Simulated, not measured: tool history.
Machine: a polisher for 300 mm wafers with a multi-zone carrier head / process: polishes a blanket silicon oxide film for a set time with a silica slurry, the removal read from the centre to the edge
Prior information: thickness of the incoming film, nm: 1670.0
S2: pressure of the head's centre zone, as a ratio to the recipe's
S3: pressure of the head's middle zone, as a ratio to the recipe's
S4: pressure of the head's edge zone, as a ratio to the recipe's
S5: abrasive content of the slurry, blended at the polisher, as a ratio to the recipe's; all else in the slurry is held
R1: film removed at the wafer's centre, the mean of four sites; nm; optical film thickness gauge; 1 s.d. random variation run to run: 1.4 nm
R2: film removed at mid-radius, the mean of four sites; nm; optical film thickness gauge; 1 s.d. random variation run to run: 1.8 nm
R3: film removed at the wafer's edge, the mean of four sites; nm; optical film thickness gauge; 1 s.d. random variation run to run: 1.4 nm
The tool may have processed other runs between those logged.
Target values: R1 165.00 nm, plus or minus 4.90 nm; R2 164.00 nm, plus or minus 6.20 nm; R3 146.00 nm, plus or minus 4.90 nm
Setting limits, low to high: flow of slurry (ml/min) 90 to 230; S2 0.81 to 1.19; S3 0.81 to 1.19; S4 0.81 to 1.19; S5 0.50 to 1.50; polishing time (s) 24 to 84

run 1 hour=0.0 | flow_of_slurry_(ml/min)=150 S2=1.00 S3=1.00 S4=1.00 S5=1.00 polishing_time_(s)=54 | R1=168.64 R2=166.47 R3=171.25
run 2 hour=1.8 | flow_of_slurry_(ml/min)=150 S2=1.00 S3=1.00 S4=1.00 S5=1.00 polishing_time_(s)=63 | R1=198.65 R2=199.35 R3=198.79
run 3 hour=8.4 | flow_of_slurry_(ml/min)=150 S2=1.00 S3=1.00 S4=0.98 S5=0.95 polishing_time_(s)=63 | R1=194.08 R2=189.74 R3=190.88
run 4 hour=12.5 | flow_of_slurry_(ml/min)=150 S2=1.00 S3=1.01 S4=0.96 S5=0.90 polishing_time_(s)=63 | R1=189.46 R2=185.95 R3=185.10
run 5 hour=14.9 | flow_of_slurry_(ml/min)=165 S2=1.00 S3=1.01 S4=0.96 S5=0.90 polishing_time_(s)=63 | R1=189.56 R2=188.56 R3=184.28
run 6 hour=18.5 | flow_of_slurry_(ml/min)=165 S2=1.00 S3=1.01 S4=0.96 S5=1.00 polishing_time_(s)=63 | R1=201.78 R2=200.67 R3=198.00
run 7 hour=27.1 | flow_of_slurry_(ml/min)=165 S2=1.00 S3=1.01 S4=0.96 S5=1.00 polishing_time_(s)=63 | R1=198.76 R2=199.55 R3=195.63
run 8 hour=29.0 | flow_of_slurry_(ml/min)=140 S2=1.04 S3=1.05 S4=0.86 S5=0.75 polishing_time_(s)=62 | R1=171.27 R2=170.50 R3=155.07
run 9 hour=34.3 | flow_of_slurry_(ml/min)=140 S2=1.04 S3=1.05 S4=0.85 S5=0.75 polishing_time_(s)=62 | R1=172.61 R2=168.89 R3=152.45

Of the 5 settings listed for the next run, only one would bring every result within its allowed miss of target. Which one?
run A hour=39.6 | flow_of_slurry_(ml/min)=145 S2=1.02 S3=1.18 S4=0.81 S5=0.85 polishing_time_(s)=56 | R1=? R2=? R3=?
run B hour=39.6 | flow_of_slurry_(ml/min)=130 S2=0.99 S3=1.11 S4=0.87 S5=0.85 polishing_time_(s)=54 | R1=? R2=? R3=?
run C hour=39.6 | flow_of_slurry_(ml/min)=155 S2=1.10 S3=1.04 S4=0.81 S5=0.90 polishing_time_(s)=54 | R1=? R2=? R3=?
run D hour=39.6 | flow_of_slurry_(ml/min)=120 S2=1.15 S3=1.19 S4=0.81 S5=0.55 polishing_time_(s)=69 | R1=? R2=? R3=?
run E hour=39.6 | flow_of_slurry_(ml/min)=100 S2=1.06 S3=1.07 S4=0.81 S5=0.80 polishing_time_(s)=61 | R1=? R2=? R3=?

move=A R1=162.84 R2=182.36 R3=149.08
move=B R1=148.92 R2=163.57 R3=146.45
move=C R1=176.86 R2=164.58 R3=149.79
move=D R1=164.45 R2=165.06 R3=135.43
move=E R1=163.63 R2=163.83 R3=149.22
A: puts the biggest miss on target and leaves a different result outside tolerance
B: takes the result that was furthest off past its target
C: its largest miss is bigger than the last run's
D: puts the biggest miss on target and leaves a different result outside tolerance
E: every result lands within tolerance
The right move is E.
